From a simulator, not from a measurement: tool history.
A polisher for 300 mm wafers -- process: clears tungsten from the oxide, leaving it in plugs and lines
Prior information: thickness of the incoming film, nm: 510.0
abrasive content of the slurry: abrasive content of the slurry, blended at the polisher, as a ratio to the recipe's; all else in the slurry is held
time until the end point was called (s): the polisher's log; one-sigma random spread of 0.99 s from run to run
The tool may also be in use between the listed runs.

run  hour  flow of slurry (ml/min)  pressure of the wafer on the pad (psi)  speed of the pad under the wafer (cm/s)  abrasive content of the slurry  overpolish time after the end point (s)  time until the end point was called (s)
  1     0                      295                                     3.1                                      118                               1                                        5                                   137.05
  2   6.1                      250                                     3.1                                      118                               1                                        5                                   136.96
  3  13.1                      250                                     3.1                                      118                               1                                        5                                   137.46
  4    16                      250                                     3.3                                      118                               1                                        5                                   130.63
  5  19.2                      315                                     3.3                                      118                               1                                        5                                    128.6
  6  23.6                      315                                     3.3                                       98                               1                                        5                                   153.24
  7  24.6                      315                                     3.5                                      100                               1                                        5                                   142.46
  8  30.3                      315                                     3.6                                      102                               1                                        5                                   138.11
  9    39                      315                                     3.7                                      106                               1                                        5                                   129.35
 10  46.2                      315                                     3.8                                      108                               1                                        5                                   120.44
 11  52.1                      315                                     3.9                                      110                               1                                        5                                   116.25
 12  54.4                      315                                       4                                      112                               1                                        5                                   111.34
 13  60.5                      315                                     4.1                                      114                               1                                        5                                   107.67

Run 14 has not been measured yet. What should we expect?
     67.2  -- slurry tank refilled with fresh slurry and peroxide
 14  67.2                      320                                     4.9                                      130                               1                                        5                                        ?

time until the end point was called (s): 66.698
